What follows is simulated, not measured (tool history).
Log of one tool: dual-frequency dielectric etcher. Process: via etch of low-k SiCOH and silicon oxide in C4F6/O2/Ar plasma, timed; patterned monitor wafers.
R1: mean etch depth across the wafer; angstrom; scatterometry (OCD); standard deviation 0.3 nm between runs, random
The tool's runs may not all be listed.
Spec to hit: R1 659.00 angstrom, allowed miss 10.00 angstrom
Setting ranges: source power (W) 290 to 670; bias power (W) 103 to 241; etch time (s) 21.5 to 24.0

run 1 hour=0.0 | source_power_(W)=480 bias_power_(W)=172 etch_time_(s)=24.0 | R1=707.05
run 2 hour=5.7 | source_power_(W)=460 bias_power_(W)=171 etch_time_(s)=24.0 | R1=693.54
run 3 hour=7.5 | source_power_(W)=460 bias_power_(W)=171 etch_time_(s)=24.0 | R1=692.60
run 4 hour=15.1 | source_power_(W)=450 bias_power_(W)=170 etch_time_(s)=24.0 | R1=691.53
run 5 hour=18.4 | source_power_(W)=540 bias_power_(W)=170 etch_time_(s)=24.0 | R1=734.37
run 6 hour=23.8 | source_power_(W)=540 bias_power_(W)=148 etch_time_(s)=24.0 | R1=713.20
run 7 hour=27.7 | source_power_(W)=520 bias_power_(W)=147 etch_time_(s)=24.0 | R1=701.16
run 8 hour=31.9 | source_power_(W)=500 bias_power_(W)=146 etch_time_(s)=24.0 | R1=692.29
run 9 hour=37.2 | source_power_(W)=490 bias_power_(W)=145 etch_time_(s)=24.0 | R1=686.21
run 10 hour=43.7 | source_power_(W)=480 bias_power_(W)=144 etch_time_(s)=24.0 | R1=677.59
run 11 hour=44.6 | source_power_(W)=470 bias_power_(W)=144 etch_time_(s)=24.0 | R1=675.43
run 12 hour=49.8 | source_power_(W)=460 bias_power_(W)=143 etch_time_(s)=24.0 | R1=673.08
run 13 hour=50.8 | source_power_(W)=460 bias_power_(W)=143 etch_time_(s)=24.0 | R1=667.56

Exactly one of the 5 candidate moves below puts every result within its allowed miss. Which one?
run A hour=51.8 | source_power_(W)=510 bias_power_(W)=187 etch_time_(s)=22.5 | R1=?
run B hour=51.8 | source_power_(W)=500 bias_power_(W)=132 etch_time_(s)=24.0 | R1=?
run C hour=51.8 | source_power_(W)=500 bias_power_(W)=200 etch_time_(s)=22.5 | R1=?
run D hour=51.8 | source_power_(W)=440 bias_power_(W)=159 etch_time_(s)=23.5 | R1=?
run E hour=51.8 | source_power_(W)=530 bias_power_(W)=156 etch_time_(s)=23.0 | R1=?

move=A R1=689.31
move=B R1=679.67
move=C R1=695.28
move=D R1=661.69
move=E R1=686.67
A: further off than the last run
B: further off than the last run
C: further off than the last run
D: hits every target within its allowed miss
E: further off than the last run
Answer: D
